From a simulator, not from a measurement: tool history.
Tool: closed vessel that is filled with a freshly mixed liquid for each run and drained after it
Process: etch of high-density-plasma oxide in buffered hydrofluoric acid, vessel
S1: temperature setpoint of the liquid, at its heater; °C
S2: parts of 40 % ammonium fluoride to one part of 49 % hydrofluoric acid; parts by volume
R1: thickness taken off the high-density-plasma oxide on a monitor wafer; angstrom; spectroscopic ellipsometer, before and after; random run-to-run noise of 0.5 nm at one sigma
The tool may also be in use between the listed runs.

run 1 hour=0 | S1=23 S2=9 time_in_the_liquid_(s)=100 | R1=1240.1
run 2 hour=6.9 | S1=26 S2=9 time_in_the_liquid_(s)=100 | R1=1455.1
run 3 hour=10 | S1=25 S2=9 time_in_the_liquid_(s)=100 | R1=1380.7
run 4 hour=14.7 | S1=24 S2=9 time_in_the_liquid_(s)=100 | R1=1311.4
run 5 hour=23.6 | S1=24 S2=9 time_in_the_liquid_(s)=100 | R1=1309.5
run 6 hour=27.3 | S1=23.5 S2=9 time_in_the_liquid_(s)=100 | R1=1261.8
run 7 hour=31.8 | S1=23 S2=9 time_in_the_liquid_(s)=100 | R1=1243.6
run 8 hour=39.4 | S1=22.5 S2=9 time_in_the_liquid_(s)=100 | R1=1207.8
run 9 hour=40.1 | S1=22 S2=9 time_in_the_liquid_(s)=100 | R1=1172.8

For run 10, what comes out?
run 10 hour=42.7 | S1=21.5 S2=9 time_in_the_liquid_(s)=100 | R1=?

R1: 1141.6 angstrom
